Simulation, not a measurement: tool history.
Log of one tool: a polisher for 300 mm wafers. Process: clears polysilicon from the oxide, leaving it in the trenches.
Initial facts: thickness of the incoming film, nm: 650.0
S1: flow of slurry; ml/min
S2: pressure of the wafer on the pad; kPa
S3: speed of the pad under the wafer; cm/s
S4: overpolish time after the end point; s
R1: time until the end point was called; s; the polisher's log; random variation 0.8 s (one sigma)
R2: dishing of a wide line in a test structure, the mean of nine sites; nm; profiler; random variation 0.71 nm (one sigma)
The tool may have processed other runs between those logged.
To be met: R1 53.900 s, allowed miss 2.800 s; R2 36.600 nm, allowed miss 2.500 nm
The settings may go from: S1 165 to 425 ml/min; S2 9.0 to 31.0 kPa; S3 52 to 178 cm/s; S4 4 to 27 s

run,hour,S1,S2,S3,S4,R1,R2
1,0.0,275,20.0,114,14,44.289,58.275
2,2.3,275,15.9,114,14,55.118,56.555
3,4.2,315,15.9,114,14,54.269,54.895
4,12.2,330,15.2,116,13,55.575,53.779
5,19.4,330,15.2,116,18,54.692,57.079
6,26.5,330,17.9,116,18,47.450,59.039
7,33.7,340,17.2,120,16,47.589,56.612
8,38.3,350,16.5,124,15,48.256,56.176
9,45.6,275,18.6,102,9,51.133,49.032
10,53.6,290,18.6,98,8,51.952,47.999
11,61.5,305,19.3,94,8,51.879,48.133
12,65.0,320,20.0,90,8,51.043,46.482
13,71.7,330,20.0,86,8,52.694,45.410
14,72.8,340,20.0,82,8,55.548,45.672
15,76.5,350,20.7,78,8,53.822,45.915
16,83.2,290,20.7,82,4,52.557,31.932

5 next moves are on the table. One of them brings every result within its allowed miss. Which?
A,89.9,295,17.9,98,5,?,?
B,89.9,280,29.0,60,4,?,?
C,89.9,275,20.0,84,4,?,?
D,89.9,265,18.6,96,4,?,?
E,89.9,315,25.5,58,4,?,?

move,R1,R2
A,53.796,36.033
B,46.767,34.251
C,54.241,31.123
D,53.223,31.517
E,53.397,31.449
A: each result inside its tolerance
B: brings the result that was furthest off to its target, and leaves another outside
C: moves away from the targets compared with the last run
D: moves away from the targets compared with the last run
E: moves away from the targets compared with the last run
So the answer is move A, the one that meets all the targets.

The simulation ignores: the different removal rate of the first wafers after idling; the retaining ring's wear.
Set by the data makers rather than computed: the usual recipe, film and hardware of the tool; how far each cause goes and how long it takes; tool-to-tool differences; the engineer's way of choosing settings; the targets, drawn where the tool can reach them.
